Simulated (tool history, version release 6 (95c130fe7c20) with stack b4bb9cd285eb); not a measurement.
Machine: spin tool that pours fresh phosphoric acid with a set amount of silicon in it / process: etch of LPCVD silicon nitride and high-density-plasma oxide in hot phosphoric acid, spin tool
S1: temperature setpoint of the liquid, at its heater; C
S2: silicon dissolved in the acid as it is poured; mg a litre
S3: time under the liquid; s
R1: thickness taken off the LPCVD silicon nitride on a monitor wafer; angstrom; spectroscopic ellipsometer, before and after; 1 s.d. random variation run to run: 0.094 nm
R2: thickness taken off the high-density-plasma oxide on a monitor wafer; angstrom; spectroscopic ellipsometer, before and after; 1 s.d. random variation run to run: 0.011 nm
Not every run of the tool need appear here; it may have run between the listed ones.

{"run": 1, "hour": 0.0, "S1": 164, "S2": 17, "S3": 180, "R1": 179.36, "R2": 7.3262}
{"run": 2, "hour": 6.0, "S1": 163.5, "S2": 15, "S3": 150, "R1": 145.69, "R2": 6.3334}
{"run": 3, "hour": 13.0, "S1": 162.5, "S2": 14, "S3": 135, "R1": 128.39, "R2": 5.4022}
{"run": 4, "hour": 16.7, "S1": 160.5, "S2": 14, "S3": 135, "R1": 120.81, "R2": 4.6667}
{"hour": 18.1, "done": "heated supply line repaired"}
{"run": 5, "hour": 18.1, "S1": 160.5, "S2": 12, "S3": 125, "R1": 124.56, "R2": 5.9406}
{"run": 6, "hour": 22.2, "S1": 160.5, "S2": 12, "S3": 50, "R1": 49.355, "R2": 2.4172}
{"run": 7, "hour": 29.4, "S1": 160.5, "S2": 12, "S3": 65, "R1": 65.627, "R2": 3.0315}
{"run": 8, "hour": 30.8, "S1": 160.5, "S2": 12, "S3": 75, "R1": 74.056, "R2": 3.6491}

Run 9 comes next. What will it give?
{"run": 9, "hour": 35.4, "S1": 160.5, "S2": 12.5, "S3": 85, "R1": "?", "R2": "?"}

Run 9 yielded R1 86.145 angstrom, R2 3.8509 angstrom.
